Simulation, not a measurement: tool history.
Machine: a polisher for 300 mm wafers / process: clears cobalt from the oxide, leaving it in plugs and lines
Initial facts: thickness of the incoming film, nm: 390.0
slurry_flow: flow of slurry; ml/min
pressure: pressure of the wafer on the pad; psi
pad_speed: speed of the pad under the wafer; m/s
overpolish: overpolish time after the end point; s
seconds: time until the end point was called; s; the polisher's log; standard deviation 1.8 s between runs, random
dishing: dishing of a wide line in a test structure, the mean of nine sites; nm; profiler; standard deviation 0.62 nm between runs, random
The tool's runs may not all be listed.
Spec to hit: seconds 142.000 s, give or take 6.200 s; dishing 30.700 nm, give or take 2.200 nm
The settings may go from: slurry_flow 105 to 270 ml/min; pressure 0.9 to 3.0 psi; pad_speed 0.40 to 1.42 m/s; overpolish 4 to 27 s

run,hour,slurry_flow,pressure,pad_speed,overpolish,seconds,dishing
1,0.0,175,1.9,0.90,14,93.412,42.096
2,5.1,175,1.9,0.90,18,96.235,51.244
3,10.2,175,2.2,0.90,18,82.985,55.573
4,15.6,175,2.5,0.90,18,73.360,58.579
5,19.4,175,2.5,1.02,18,64.075,64.749
6,20.5,175,2.2,1.00,17,74.371,54.887
7,24.9,175,1.9,0.98,16,85.708,47.821
8,31.4,175,1.7,0.96,15,99.141,43.590
9,34.4,175,1.6,0.96,14,107.560,38.652
10,42.3,175,1.5,0.96,14,111.800,36.981
11,50.9,175,1.4,0.96,14,120.030,34.866
12,52.6,170,1.1,0.96,14,148.010,28.367
13,59.2,175,1.1,0.96,14,150.020,29.409

Pick the move, out of 5, that brings all results within their allowed miss; only one does.
A,65.8,210,1.0,0.98,15,?,?
B,65.8,185,1.2,0.98,11,?,?
C,65.8,195,1.1,0.90,16,?,?
D,65.8,190,1.5,0.74,14,?,?
E,65.8,180,1.1,0.88,12,?,?

move,seconds,dishing
A,162.250,29.270
B,138.130,25.778
C,161.790,30.952
D,144.840,30.356
E,166.540,23.662
A: moves away from the targets compared with the last run
B: the worst result of the last run now meets its target, but another is out of spec
C: moves away from the targets compared with the last run
D: each result inside its tolerance
E: moves away from the targets compared with the last run
Go with D: it meets all targets.
